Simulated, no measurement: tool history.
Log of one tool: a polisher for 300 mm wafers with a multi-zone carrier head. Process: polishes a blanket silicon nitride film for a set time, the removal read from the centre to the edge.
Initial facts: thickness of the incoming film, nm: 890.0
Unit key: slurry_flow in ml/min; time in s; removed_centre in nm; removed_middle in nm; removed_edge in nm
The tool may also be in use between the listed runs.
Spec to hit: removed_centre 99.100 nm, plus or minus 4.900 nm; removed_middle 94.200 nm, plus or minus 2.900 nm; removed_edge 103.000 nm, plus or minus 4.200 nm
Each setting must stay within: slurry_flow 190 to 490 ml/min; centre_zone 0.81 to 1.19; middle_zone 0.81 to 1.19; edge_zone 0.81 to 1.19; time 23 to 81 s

run 1 hour=0.0 | slurry_flow=315 centre_zone=1.00 middle_zone=1.00 edge_zone=1.00 time=52 | removed_centre=84.236 removed_middle=86.137 removed_edge=83.110
run 2 hour=6.2 | slurry_flow=315 centre_zone=1.00 middle_zone=1.04 edge_zone=1.00 time=52 | removed_centre=85.549 removed_middle=89.977 removed_edge=82.815
run 3 hour=13.0 | slurry_flow=315 centre_zone=1.00 middle_zone=1.00 edge_zone=1.00 time=52 | removed_centre=84.991 removed_middle=86.936 removed_edge=84.109
run 4 hour=18.4 | slurry_flow=315 centre_zone=1.06 middle_zone=1.00 edge_zone=1.00 time=52 | removed_centre=87.243 removed_middle=85.670 removed_edge=83.194
run 5 hour=24.3 | slurry_flow=315 centre_zone=1.06 middle_zone=0.99 edge_zone=1.03 time=53 | removed_centre=93.211 removed_middle=88.417 removed_edge=87.509
run 6 hour=30.2 | slurry_flow=275 centre_zone=1.06 middle_zone=0.99 edge_zone=1.03 time=53 | removed_centre=90.239 removed_middle=86.168 removed_edge=85.825
-- hour=36.5 slurry nozzle cleaned
run 7 hour=36.5 | slurry_flow=285 centre_zone=1.05 middle_zone=0.99 edge_zone=1.06 time=53 | removed_centre=93.109 removed_middle=88.534 removed_edge=86.112
run 8 hour=44.1 | slurry_flow=285 centre_zone=1.05 middle_zone=0.99 edge_zone=1.06 time=53 | removed_centre=89.402 removed_middle=88.504 removed_edge=87.872
run 9 hour=53.1 | slurry_flow=295 centre_zone=1.06 middle_zone=0.98 edge_zone=1.08 time=53 | removed_centre=95.120 removed_middle=87.511 removed_edge=89.587
run 10 hour=58.9 | slurry_flow=305 centre_zone=1.04 middle_zone=0.98 edge_zone=1.10 time=53 | removed_centre=94.408 removed_middle=87.753 removed_edge=90.888
run 11 hour=63.0 | slurry_flow=315 centre_zone=1.02 middle_zone=0.98 edge_zone=1.12 time=53 | removed_centre=91.352 removed_middle=90.117 removed_edge=91.553
run 12 hour=66.8 | slurry_flow=325 centre_zone=1.02 middle_zone=0.97 edge_zone=1.13 time=53 | removed_centre=89.813 removed_middle=87.823 removed_edge=89.069

Which one of the following 4 next-run settings gets every result inside its allowed miss? There is exactly one.
run A hour=70.6 | slurry_flow=320 centre_zone=0.99 middle_zone=0.90 edge_zone=1.10 time=60 | removed_centre=? removed_middle=? removed_edge=?
run B hour=70.6 | slurry_flow=350 centre_zone=1.06 middle_zone=0.91 edge_zone=1.17 time=51 | removed_centre=? removed_middle=? removed_edge=?
run C hour=70.6 | slurry_flow=210 centre_zone=1.16 middle_zone=0.81 edge_zone=1.17 time=60 | removed_centre=? removed_middle=? removed_edge=?
run D hour=70.6 | slurry_flow=365 centre_zone=1.03 middle_zone=1.14 edge_zone=1.07 time=48 | removed_centre=? removed_middle=? removed_edge=?

move=A removed_centre=99.793 removed_middle=93.101 removed_edge=103.330
move=B removed_centre=91.737 removed_middle=80.517 removed_edge=91.097
move=C removed_centre=110.030 removed_middle=80.689 removed_edge=102.220
move=D removed_centre=84.359 removed_middle=92.076 removed_edge=82.097
A: in spec on every target
B: further off than the last run
C: brings the last run's worst result on target, with another outside its allowed miss
D: further off than the last run
A is the move that brings every result within its allowed miss.
